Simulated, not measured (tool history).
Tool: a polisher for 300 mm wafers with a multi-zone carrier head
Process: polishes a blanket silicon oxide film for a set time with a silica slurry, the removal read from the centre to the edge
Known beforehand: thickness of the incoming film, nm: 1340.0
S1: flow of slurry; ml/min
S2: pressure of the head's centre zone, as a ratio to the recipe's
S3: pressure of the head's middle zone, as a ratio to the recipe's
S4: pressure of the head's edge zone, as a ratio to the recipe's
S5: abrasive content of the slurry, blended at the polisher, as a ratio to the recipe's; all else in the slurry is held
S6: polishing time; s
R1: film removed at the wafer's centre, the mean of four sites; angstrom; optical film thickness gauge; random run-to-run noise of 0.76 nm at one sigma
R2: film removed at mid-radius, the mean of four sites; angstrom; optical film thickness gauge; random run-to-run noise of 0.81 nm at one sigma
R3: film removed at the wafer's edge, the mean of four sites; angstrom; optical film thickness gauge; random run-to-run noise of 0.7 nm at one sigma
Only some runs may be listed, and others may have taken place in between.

Run 1, hour 0.0: S1 260 ml/min, S2 1.00, S3 1.00, S4 1.00, S5 1.00, S6 35 s. Result: R1 1322.9 angstrom, R2 1282.2 angstrom, R3 1281.9 angstrom.
Run 2, hour 6.7: S1 220 ml/min, S2 1.00, S3 1.00, S4 1.00, S5 1.00, S6 35 s. Result: R1 1300.2 angstrom, R2 1246.4 angstrom, R3 1263.2 angstrom.
Run 3, hour 8.6: S1 215 ml/min, S2 1.00, S3 0.98, S4 0.96, S5 0.95, S6 35 s. Result: R1 1256.5 angstrom, R2 1190.5 angstrom, R3 1216.5 angstrom.
Run 4, hour 17.2: S1 215 ml/min, S2 1.00, S3 0.98, S4 0.96, S5 0.95, S6 31 s. Result: R1 1094.9 angstrom, R2 1072.7 angstrom, R3 1077.2 angstrom.
Run 5, hour 17.8: S1 215 ml/min, S2 0.93, S3 0.98, S4 0.96, S5 0.95, S6 31 s. Result: R1 1028.5 angstrom, R2 1056.9 angstrom, R3 1077.0 angstrom.
Run 6, hour 22.8: S1 215 ml/min, S2 0.93, S3 0.98, S4 1.00, S5 0.95, S6 31 s. Result: R1 1023.5 angstrom, R2 1078.0 angstrom, R3 1097.9 angstrom.
Run 7, hour 28.1: S1 235 ml/min, S2 0.96, S3 0.97, S4 0.98, S5 0.95, S6 31 s. Result: R1 1072.6 angstrom, R2 1072.7 angstrom, R3 1095.3 angstrom.

Forecast run 8:
Run 8, hour 35.4: S1 250 ml/min, S2 0.98, S3 0.96, S4 0.96, S5 0.95, S6 31 s. Result: R1 ?, R2 ?, R3 ?.

Run 8 measured R1 1111.2 angstrom, R2 1047.3 angstrom, R3 1093.1 angstrom.
